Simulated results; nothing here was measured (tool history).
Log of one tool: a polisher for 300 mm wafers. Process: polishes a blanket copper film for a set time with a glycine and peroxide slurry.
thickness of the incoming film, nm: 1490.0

run,day,flow of slurry (ml/min),pressure of the wafer on the pad (psi),speed of the pad under the wafer (m/s),polishing time (s),film removed (Å)
1,0.000,320,3.0,1.28,70,4450.9
2,0.158,285,3.0,1.28,70,4408.5
3,0.208,220,3.0,1.28,70,4289.3
4,0.562,220,3.0,1.54,70,4788.3
5,0.729,220,3.0,1.54,70,4739.9
6,1.104,190,3.0,1.54,70,4736.1

The next listed run, before its measurement:
7,1.233,190,2.8,1.54,70,?

Run 7 gave film removed (Å) 4519.8.
